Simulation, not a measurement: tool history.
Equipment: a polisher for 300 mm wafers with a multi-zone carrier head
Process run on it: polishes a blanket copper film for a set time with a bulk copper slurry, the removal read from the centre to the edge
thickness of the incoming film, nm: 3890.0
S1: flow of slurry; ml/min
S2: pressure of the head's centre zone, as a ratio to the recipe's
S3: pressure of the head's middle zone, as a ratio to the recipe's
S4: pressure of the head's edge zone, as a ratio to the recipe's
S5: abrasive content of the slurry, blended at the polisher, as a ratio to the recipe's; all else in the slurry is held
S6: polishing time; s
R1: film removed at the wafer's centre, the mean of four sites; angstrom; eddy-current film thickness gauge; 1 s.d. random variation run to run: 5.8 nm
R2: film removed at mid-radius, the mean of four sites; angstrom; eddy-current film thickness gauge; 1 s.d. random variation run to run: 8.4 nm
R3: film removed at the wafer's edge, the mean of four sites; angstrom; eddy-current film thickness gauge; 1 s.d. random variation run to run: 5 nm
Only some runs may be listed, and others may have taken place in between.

{"run": 1, "hour": 0.0, "S1": 235, "S2": 1.0, "S3": 1.0, "S4": 1.0, "S5": 1.0, "S6": 81, "R1": 4778.1, "R2": 4253.7, "R3": 4331.6}
{"run": 2, "hour": 1.8, "S1": 235, "S2": 1.0, "S3": 1.0, "S4": 1.0, "S5": 0.9, "S6": 81, "R1": 4518.3, "R2": 4157.4, "R3": 4102.1}
{"run": 3, "hour": 10.8, "S1": 240, "S2": 1.01, "S3": 1.01, "S4": 1.02, "S5": 0.95, "S6": 82, "R1": 4731.7, "R2": 4284.8, "R3": 4315.8}
{"run": 4, "hour": 17.8, "S1": 240, "S2": 1.01, "S3": 1.01, "S4": 0.95, "S5": 0.95, "S6": 82, "R1": 4799.2, "R2": 4367.3, "R3": 4204.4}
{"run": 5, "hour": 22.9, "S1": 245, "S2": 1.02, "S3": 1.02, "S4": 0.97, "S5": 1.0, "S6": 83, "R1": 4976.5, "R2": 4291.7, "R3": 4335.8}
{"run": 6, "hour": 23.8, "S1": 245, "S2": 1.02, "S3": 1.02, "S4": 0.97, "S5": 1.0, "S6": 102, "R1": 6188.0, "R2": 5482.5, "R3": 5360.0}
{"run": 7, "hour": 28.2, "S1": 250, "S2": 1.02, "S3": 1.02, "S4": 0.99, "S5": 1.0, "S6": 102, "R1": 6115.1, "R2": 5576.5, "R3": 5384.3}
{"run": 8, "hour": 34.1, "S1": 250, "S2": 1.03, "S3": 1.01, "S4": 1.01, "S5": 1.05, "S6": 102, "R1": 6374.9, "R2": 5657.7, "R3": 5470.4}
{"run": 9, "hour": 40.6, "S1": 245, "S2": 1.02, "S3": 0.99, "S4": 1.03, "S5": 1.1, "S6": 102, "R1": 6312.4, "R2": 5419.6, "R3": 5628.0}
{"run": 10, "hour": 45.6, "S1": 250, "S2": 1.02, "S3": 0.99, "S4": 1.04, "S5": 1.1, "S6": 102, "R1": 6395.1, "R2": 5651.0, "R3": 5652.5}
{"run": 11, "hour": 52.6, "S1": 250, "S2": 1.02, "S3": 0.98, "S4": 1.05, "S5": 1.1, "S6": 102, "R1": 6327.9, "R2": 5439.1, "R3": 5765.2}

Forecast run 12:
{"run": 12, "hour": 59.0, "S1": 255, "S2": 1.02, "S3": 0.98, "S4": 1.06, "S5": 1.1, "S6": 102, "R1": "?", "R2": "?", "R3": "?"}

Run 12 yielded R1 6443.8 angstrom, R2 5454.8 angstrom, R3 5731.0 angstrom.

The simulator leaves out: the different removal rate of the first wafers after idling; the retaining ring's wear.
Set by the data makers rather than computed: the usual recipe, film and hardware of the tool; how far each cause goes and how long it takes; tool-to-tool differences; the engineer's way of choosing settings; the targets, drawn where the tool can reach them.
